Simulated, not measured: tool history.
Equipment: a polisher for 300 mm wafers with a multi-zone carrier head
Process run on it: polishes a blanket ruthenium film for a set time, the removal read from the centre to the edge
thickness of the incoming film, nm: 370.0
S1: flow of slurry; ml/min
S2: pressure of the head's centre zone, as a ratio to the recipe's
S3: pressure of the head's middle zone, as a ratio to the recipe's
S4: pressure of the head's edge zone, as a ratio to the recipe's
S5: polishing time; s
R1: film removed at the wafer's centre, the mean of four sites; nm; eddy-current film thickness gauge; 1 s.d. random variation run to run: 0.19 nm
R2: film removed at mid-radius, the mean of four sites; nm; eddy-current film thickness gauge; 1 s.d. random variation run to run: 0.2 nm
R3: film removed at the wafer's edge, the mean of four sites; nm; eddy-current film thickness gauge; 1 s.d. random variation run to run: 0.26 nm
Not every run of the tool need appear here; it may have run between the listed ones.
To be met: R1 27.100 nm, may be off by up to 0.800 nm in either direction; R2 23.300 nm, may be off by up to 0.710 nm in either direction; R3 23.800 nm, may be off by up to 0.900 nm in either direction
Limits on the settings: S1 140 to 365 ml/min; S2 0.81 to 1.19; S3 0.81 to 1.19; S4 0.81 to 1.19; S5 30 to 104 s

| run | hour | S1 | S2 | S3 | S4 | S5 | R1 | R2 | R3 |
|---|---|---|---|---|---|---|---|---|---|
| 1 | 0.0 | 235 | 1.00 | 1.00 | 1.00 | 67 | 40.548 | 40.402 | 41.246 |
| 2 | 2.9 | 235 | 1.04 | 1.00 | 1.00 | 67 | 41.371 | 39.913 | 41.629 |
| 3 | 6.4 | 235 | 1.04 | 1.00 | 1.07 | 67 | 41.310 | 40.930 | 42.817 |
| 4 | 8.1 | 215 | 1.04 | 1.00 | 1.07 | 67 | 41.114 | 39.575 | 41.898 |
| 5 | 16.0 | 205 | 1.05 | 1.00 | 1.04 | 62 | 38.783 | 36.817 | 38.223 |
| 6 | 20.8 | 195 | 1.05 | 0.99 | 1.02 | 58 | 35.731 | 33.349 | 35.626 |
| 7 | 25.6 | 190 | 1.06 | 1.00 | 0.99 | 55 | 33.959 | 32.414 | 33.365 |
| 8 | 30.6 | 185 | 1.07 | 0.99 | 0.97 | 52 | 32.164 | 30.480 | 31.565 |
| 9 | 37.3 | 180 | 1.09 | 0.99 | 0.95 | 50 | 31.045 | 28.697 | 29.093 |
| 10 | 46.3 | 150 | 1.08 | 0.89 | 0.85 | 44 | 26.188 | 22.406 | 24.037 |
| 11 | 47.9 | 155 | 1.08 | 0.89 | 0.85 | 44 | 25.934 | 22.608 | 24.498 |

Next run, 5 choices. One meets every target within its allowed miss, the rest don't. Which?
| A | 49.5 | 170 | 1.02 | 0.87 | 0.89 | 43 | ? | ? | ? |
| B | 49.5 | 235 | 0.91 | 0.91 | 0.91 | 42 | ? | ? | ? |
| C | 49.5 | 140 | 0.97 | 0.93 | 0.81 | 47 | ? | ? | ? |
| D | 49.5 | 140 | 1.04 | 0.81 | 0.87 | 45 | ? | ? | ? |
| E | 49.5 | 140 | 1.13 | 0.93 | 0.83 | 45 | ? | ? | ? |

| move | R1 | R2 | R3 |
|---|---|---|---|
| A | 24.814 | 22.245 | 24.320 |
| B | 23.464 | 23.809 | 24.956 |
| C | 24.777 | 24.594 | 24.674 |
| D | 25.092 | 21.004 | 24.424 |
| E | 26.902 | 23.531 | 23.877 |
A: misses by more than the last run did
B: misses by more than the last run did
C: misses by more than the last run did
D: misses by more than the last run did
E: meets every target
Move E is the one to make.

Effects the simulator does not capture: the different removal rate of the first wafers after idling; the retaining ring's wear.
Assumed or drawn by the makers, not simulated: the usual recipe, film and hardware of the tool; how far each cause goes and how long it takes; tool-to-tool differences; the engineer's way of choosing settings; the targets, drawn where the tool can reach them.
